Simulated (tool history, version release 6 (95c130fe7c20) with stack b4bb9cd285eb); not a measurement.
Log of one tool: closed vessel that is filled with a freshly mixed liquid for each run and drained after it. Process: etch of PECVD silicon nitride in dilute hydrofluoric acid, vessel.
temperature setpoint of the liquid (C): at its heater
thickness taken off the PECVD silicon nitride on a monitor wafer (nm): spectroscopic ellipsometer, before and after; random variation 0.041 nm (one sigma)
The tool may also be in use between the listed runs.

run	hour	temperature setpoint of the liquid (C)	parts of water to one part of 49 % hydrofluoric acid (parts by volume)	time in the liquid (s)	thickness taken off the PECVD silicon nitride on a monitor wafer (nm)
1	0	20	170	1545	11.685
2	3.9	21	170	1545	12.47
3	8.3	18.5	170	1545	10.474
4	16.9	19	170	1545	10.929
5	22.7	19	170	1545	10.848
6	31.4	19.5	170	1545	11.269

Run 7 comes next. What will it give?
7	38.4	20	170	1545	?

Run 7 gave thickness taken off the PECVD silicon nitride on a monitor wafer (nm) 11.584.
